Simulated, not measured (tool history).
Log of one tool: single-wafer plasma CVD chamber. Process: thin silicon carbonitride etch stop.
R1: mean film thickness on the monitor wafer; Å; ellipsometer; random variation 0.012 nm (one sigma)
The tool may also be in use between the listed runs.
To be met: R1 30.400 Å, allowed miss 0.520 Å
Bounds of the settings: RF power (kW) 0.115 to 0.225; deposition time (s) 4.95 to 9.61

{"run": 1, "hour": 0.0, "RF power (kW)": 0.17, "deposition time (s)": 7.28, "R1": 37.499}
{"run": 2, "hour": 8.9, "RF power (kW)": 0.195, "deposition time (s)": 7.28, "R1": 38.813}
{"run": 3, "hour": 16.8, "RF power (kW)": 0.22, "deposition time (s)": 7.28, "R1": 40.774}
{"run": 4, "hour": 20.0, "RF power (kW)": 0.2, "deposition time (s)": 7.28, "R1": 39.264}
{"run": 5, "hour": 28.9, "RF power (kW)": 0.2, "deposition time (s)": 8.0, "R1": 43.064}
{"run": 6, "hour": 32.1, "RF power (kW)": 0.185, "deposition time (s)": 8.0, "R1": 42.184}
{"run": 7, "hour": 32.9, "RF power (kW)": 0.18, "deposition time (s)": 7.76, "R1": 40.569}
{"run": 8, "hour": 37.8, "RF power (kW)": 0.155, "deposition time (s)": 6.6, "R1": 32.963}
{"run": 9, "hour": 40.0, "RF power (kW)": 0.15, "deposition time (s)": 6.57, "R1": 32.314}
{"run": 10, "hour": 42.0, "RF power (kW)": 0.145, "deposition time (s)": 6.56, "R1": 31.977}
{"run": 11, "hour": 48.7, "RF power (kW)": 0.145, "deposition time (s)": 6.55, "R1": 31.928}
{"run": 12, "hour": 53.5, "RF power (kW)": 0.145, "deposition time (s)": 6.54, "R1": 31.895}

Which of these 4 next moves meets every target?
{"run": "A", "hour": 58.3, "RF power (kW)": 0.115, "deposition time (s)": 6.39, "R1": "?"}
{"run": "B", "hour": 58.3, "RF power (kW)": 0.16, "deposition time (s)": 5.84, "R1": "?"}
{"run": "C", "hour": 58.3, "RF power (kW)": 0.14, "deposition time (s)": 6.31, "R1": "?"}
{"run": "D", "hour": 58.3, "RF power (kW)": 0.145, "deposition time (s)": 6.76, "R1": "?"}

move=A R1=28.749
move=B R1=29.270
move=C R1=30.286
move=D R1=32.818
A: takes the result that was furthest off past its target
B: takes the result that was furthest off past its target
C: meets every target
D: further off than the last run
The right move is C.
